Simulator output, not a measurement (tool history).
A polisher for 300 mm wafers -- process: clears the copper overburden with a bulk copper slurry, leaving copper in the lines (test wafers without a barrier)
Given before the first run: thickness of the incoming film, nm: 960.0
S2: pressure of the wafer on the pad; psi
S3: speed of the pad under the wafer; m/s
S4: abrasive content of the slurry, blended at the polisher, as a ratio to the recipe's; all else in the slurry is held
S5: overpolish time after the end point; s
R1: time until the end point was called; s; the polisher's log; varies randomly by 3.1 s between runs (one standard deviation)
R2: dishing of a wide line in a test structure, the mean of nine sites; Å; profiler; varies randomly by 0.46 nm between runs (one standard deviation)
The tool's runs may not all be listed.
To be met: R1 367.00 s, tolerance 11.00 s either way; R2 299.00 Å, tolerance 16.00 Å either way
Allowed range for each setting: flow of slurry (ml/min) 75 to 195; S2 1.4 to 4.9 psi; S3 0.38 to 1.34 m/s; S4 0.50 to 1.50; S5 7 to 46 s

{"run": 1, "hour": 0.0, "flow of slurry (ml/min)": 125, "S2": 3.1, "S3": 0.86, "S4": 1.0, "S5": 24, "R1": 134.53, "R2": 491.37}
{"run": 2, "hour": 3.2, "flow of slurry (ml/min)": 120, "S2": 2.9, "S3": 0.82, "S4": 1.0, "S5": 22, "R1": 150.8, "R2": 462.76}
{"run": 3, "hour": 9.6, "flow of slurry (ml/min)": 120, "S2": 2.3, "S3": 0.82, "S4": 1.0, "S5": 22, "R1": 192.17, "R2": 425.09}
{"run": 4, "hour": 17.7, "flow of slurry (ml/min)": 115, "S2": 2.2, "S3": 0.8, "S4": 1.0, "S5": 20, "R1": 203.76, "R2": 394.76}
{"run": 5, "hour": 23.5, "flow of slurry (ml/min)": 145, "S2": 2.2, "S3": 0.8, "S4": 1.0, "S5": 20, "R1": 196.48, "R2": 403.08}
{"run": 6, "hour": 28.6, "flow of slurry (ml/min)": 160, "S2": 2.2, "S3": 0.8, "S4": 1.0, "S5": 20, "R1": 193.0, "R2": 400.24}
{"run": 7, "hour": 29.5, "flow of slurry (ml/min)": 155, "S2": 2.1, "S3": 0.76, "S4": 1.0, "S5": 19, "R1": 213.07, "R2": 381.86}
{"run": 8, "hour": 30.0, "flow of slurry (ml/min)": 155, "S2": 2.0, "S3": 0.74, "S4": 1.0, "S5": 18, "R1": 233.03, "R2": 344.45}
{"run": 9, "hour": 39.0, "flow of slurry (ml/min)": 150, "S2": 1.9, "S3": 0.72, "S4": 1.0, "S5": 18, "R1": 247.86, "R2": 338.27}
{"run": 10, "hour": 46.5, "flow of slurry (ml/min)": 145, "S2": 1.8, "S3": 0.7, "S4": 1.0, "S5": 19, "R1": 270.63, "R2": 325.5}
{"run": 11, "hour": 54.7, "flow of slurry (ml/min)": 140, "S2": 1.7, "S3": 0.7, "S4": 1.0, "S5": 20, "R1": 285.47, "R2": 324.87}
{"run": 12, "hour": 62.7, "flow of slurry (ml/min)": 135, "S2": 1.7, "S3": 0.7, "S4": 1.0, "S5": 20, "R1": 287.98, "R2": 325.63}
{"run": 13, "hour": 70.3, "flow of slurry (ml/min)": 130, "S2": 1.7, "S3": 0.7, "S4": 1.0, "S5": 20, "R1": 290.75, "R2": 326.36}
{"run": 14, "hour": 78.4, "flow of slurry (ml/min)": 125, "S2": 1.7, "S3": 0.7, "S4": 1.0, "S5": 20, "R1": 288.45, "R2": 318.64}
{"run": 15, "hour": 83.1, "flow of slurry (ml/min)": 125, "S2": 1.7, "S3": 0.7, "S4": 1.0, "S5": 21, "R1": 289.29, "R2": 318.33}
{"run": 16, "hour": 90.3, "flow of slurry (ml/min)": 95, "S2": 1.4, "S3": 0.6, "S4": 1.0, "S5": 21, "R1": 423.51, "R2": 257.23}
{"run": 17, "hour": 90.9, "flow of slurry (ml/min)": 100, "S2": 1.4, "S3": 0.6, "S4": 1.0, "S5": 22, "R1": 419.8, "R2": 269.7}
{"run": 18, "hour": 93.5, "flow of slurry (ml/min)": 105, "S2": 1.4, "S3": 0.6, "S4": 1.0, "S5": 22, "R1": 418.74, "R2": 261.72}
{"run": 19, "hour": 101.7, "flow of slurry (ml/min)": 110, "S2": 1.4, "S3": 0.6, "S4": 1.0, "S5": 23, "R1": 418.99, "R2": 282.15}
{"run": 20, "hour": 107.8, "flow of slurry (ml/min)": 115, "S2": 1.4, "S3": 0.6, "S4": 1.0, "S5": 23, "R1": 414.94, "R2": 286.99}
{"run": 21, "hour": 109.2, "flow of slurry (ml/min)": 120, "S2": 1.4, "S3": 0.6, "S4": 1.0, "S5": 23, "R1": 410.54, "R2": 271.22}
{"run": 22, "hour": 114.7, "flow of slurry (ml/min)": 130, "S2": 1.8, "S3": 0.6, "S4": 1.0, "S5": 33, "R1": 315.38, "R2": 403.78}
{"run": 23, "hour": 116.4, "flow of slurry (ml/min)": 125, "S2": 1.8, "S3": 0.6, "S4": 1.0, "S5": 32, "R1": 320.94, "R2": 378.46}
{"run": 24, "hour": 125.2, "flow of slurry (ml/min)": 120, "S2": 1.8, "S3": 0.6, "S4": 1.0, "S5": 31, "R1": 323.65, "R2": 386.98}
{"run": 25, "hour": 126.4, "flow of slurry (ml/min)": 115, "S2": 1.8, "S3": 0.6, "S4": 1.0, "S5": 30, "R1": 324.81, "R2": 385.04}
{"run": 26, "hour": 132.4, "flow of slurry (ml/min)": 115, "S2": 1.8, "S3": 0.6, "S4": 1.0, "S5": 29, "R1": 326.06, "R2": 379.81}
{"run": 27, "hour": 134.4, "flow of slurry (ml/min)": 110, "S2": 1.8, "S3": 0.6, "S4": 1.0, "S5": 28, "R1": 333.24, "R2": 361.09}
{"run": 28, "hour": 135.3, "flow of slurry (ml/min)": 110, "S2": 1.8, "S3": 0.6, "S4": 1.0, "S5": 27, "R1": 328.91, "R2": 355.39}

Which one of the following 4 next-run settings gets every result inside its allowed miss? There is exactly one.
{"run": "A", "hour": 136.2, "flow of slurry (ml/min)": 120, "S2": 1.6, "S3": 0.64, "S4": 0.65, "S5": 22, "R1": "?", "R2": "?"}
{"run": "B", "hour": 136.2, "flow of slurry (ml/min)": 160, "S2": 1.6, "S3": 0.54, "S4": 0.85, "S5": 27, "R1": "?", "R2": "?"}
{"run": "C", "hour": 136.2, "flow of slurry (ml/min)": 125, "S2": 2.0, "S3": 0.5, "S4": 0.9, "S5": 37, "R1": "?", "R2": "?"}
{"run": "D", "hour": 136.2, "flow of slurry (ml/min)": 120, "S2": 3.1, "S3": 0.38, "S4": 0.95, "S5": 41, "R1": "?", "R2": "?"}

move=A R1=366.80 R2=301.05
move=B R1=392.08 R2=326.68
move=C R1=350.98 R2=411.15
move=D R1=297.06 R2=472.23
A: meets every target
B: closes in on the targets versus the last run, not all within tolerance yet
C: its largest miss is bigger than the last run's
D: its largest miss is bigger than the last run's
The move that meets every target is A.
